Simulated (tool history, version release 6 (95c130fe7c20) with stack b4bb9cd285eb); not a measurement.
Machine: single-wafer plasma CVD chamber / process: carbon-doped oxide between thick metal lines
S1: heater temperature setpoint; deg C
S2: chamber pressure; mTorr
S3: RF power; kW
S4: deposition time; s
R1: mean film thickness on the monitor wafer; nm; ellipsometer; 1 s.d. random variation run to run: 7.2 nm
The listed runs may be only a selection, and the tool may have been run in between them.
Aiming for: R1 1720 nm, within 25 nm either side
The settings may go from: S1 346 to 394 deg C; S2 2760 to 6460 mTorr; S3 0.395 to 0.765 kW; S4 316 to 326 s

run    day   S1    S2     S3   S4      R1
  1      0  370  4610   0.58  316  1478.1
  2  0.154  370  4610   0.58  316  1481.3
  3  0.433  375  4610   0.58  316  1477.5
  4  0.479  375  4770  0.595  316  1506.1
  5  0.529  369  4770  0.595  316  1521.5
  6  0.758  369  4770  0.595  316    1505
  7  1.021  369  4850   0.61  316  1543.5
  8  1.329  369  5020   0.62  316  1579.4
  9  1.492  369  5200  0.625  316  1596.6
 10  1.746  369  5360   0.63  316  1623.8
 11  2.112  359  6200   0.64  316  1686.1
 12  2.146  359  6230   0.64  316  1696.5
 13  2.462  359  6260   0.64  316  1688.8
 14   2.55  359  6280   0.64  316  1693.6

Which one of the following 4 next-run settings gets every result inside its allowed miss? There is exactly one.
  A  2.638  361  5180   0.65  316   ?
  B  2.638  357  6120   0.64  320   ?
  C  2.638  366  6460  0.625  321   ?
  D  2.638  362  6340  0.635  316   ?

move      R1
   A  1668.3
   B  1720.1
   C  1676.4
   D  1678.9
A: further off than the last run
B: every result within its allowed miss
C: further off than the last run
D: further off than the last run
Go with B: it meets all targets.
